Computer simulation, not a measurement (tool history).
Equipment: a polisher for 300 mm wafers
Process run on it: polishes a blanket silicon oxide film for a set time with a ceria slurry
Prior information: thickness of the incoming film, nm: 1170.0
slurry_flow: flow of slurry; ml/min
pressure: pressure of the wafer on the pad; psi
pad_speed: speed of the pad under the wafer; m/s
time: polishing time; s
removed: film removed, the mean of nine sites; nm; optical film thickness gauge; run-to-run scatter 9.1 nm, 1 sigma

run,hour,slurry_flow,pressure,pad_speed,time,removed
1,0.0,200,2.3,1.12,129,488.30
2,8.8,200,2.5,1.12,129,546.55
3,15.9,200,2.6,1.12,129,564.28
4,19.4,200,2.6,1.00,129,510.33
5,23.1,200,2.6,1.00,135,521.49
6,25.0,215,2.6,1.00,135,541.84
7,27.4,220,2.7,1.00,135,561.52
8,29.3,220,2.8,1.00,135,579.19

Predict the results of run 9:
9,31.0,220,2.9,1.00,135,?

removed: 590.65 nm

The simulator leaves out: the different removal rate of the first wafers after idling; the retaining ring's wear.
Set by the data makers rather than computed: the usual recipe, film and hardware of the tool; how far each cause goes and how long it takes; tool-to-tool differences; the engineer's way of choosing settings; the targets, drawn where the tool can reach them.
